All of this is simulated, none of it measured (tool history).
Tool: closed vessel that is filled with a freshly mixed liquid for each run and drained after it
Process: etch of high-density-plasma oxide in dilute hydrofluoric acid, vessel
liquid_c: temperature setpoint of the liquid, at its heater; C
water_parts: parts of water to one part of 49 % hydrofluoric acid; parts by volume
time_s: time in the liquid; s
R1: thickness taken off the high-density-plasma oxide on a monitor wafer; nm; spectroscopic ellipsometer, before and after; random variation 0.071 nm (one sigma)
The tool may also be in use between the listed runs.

run 1 day=0.000 | liquid_c=21.0 water_parts=105 time_s=320 | R1=12.782
run 2 day=0.129 | liquid_c=21.0 water_parts=105 time_s=320 | R1=12.702
run 3 day=0.254 | liquid_c=19.0 water_parts=105 time_s=320 | R1=11.707
run 4 day=0.433 | liquid_c=20.5 water_parts=105 time_s=320 | R1=12.384
run 5 day=0.500 | liquid_c=20.5 water_parts=85 time_s=320 | R1=15.645
run 6 day=0.825 | liquid_c=21.5 water_parts=85 time_s=320 | R1=16.387
run 7 day=0.862 | liquid_c=22.0 water_parts=85 time_s=320 | R1=16.611
run 8 day=1.238 | liquid_c=22.5 water_parts=85 time_s=320 | R1=16.937
run 9 day=1.283 | liquid_c=23.0 water_parts=85 time_s=320 | R1=17.459

Run 10 comes next. What will it give?
run 10 day=1.617 | liquid_c=23.5 water_parts=85 time_s=320 | R1=?

Run 10 gave R1 17.811 nm.
